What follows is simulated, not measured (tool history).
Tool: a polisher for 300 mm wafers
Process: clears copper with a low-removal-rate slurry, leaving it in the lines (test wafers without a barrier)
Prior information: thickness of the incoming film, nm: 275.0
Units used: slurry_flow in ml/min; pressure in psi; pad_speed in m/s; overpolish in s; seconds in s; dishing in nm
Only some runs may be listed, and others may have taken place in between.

run	hour	slurry_flow	pressure	pad_speed	slurry_solids	overpolish	seconds	dishing
1	0.0	265	2.9	1.22	1.0	17	65.789	48.059
2	8.7	265	2.9	1.22	1.0	14	67.251	41.331
3	11.9	265	2.9	1.22	0.8	14	69.432	37.903
4	17.1	265	2.9	1.22	0.8	18	72.185	48.784
5	25.2	265	2.6	1.22	0.8	18	78.062	44.456
6	33.5	265	2.6	1.22	0.8	24	76.101	56.950
7	41.0	265	2.6	1.22	0.8	24	76.271	57.257
8	49.8	270	2.7	1.22	0.8	23	73.442	56.894

Run 9 has not been measured yet. What should we expect?
9	56.6	280	2.8	1.22	0.8	22	?	?

Run 9 gave seconds 71.633 s, dishing 55.792 nm.
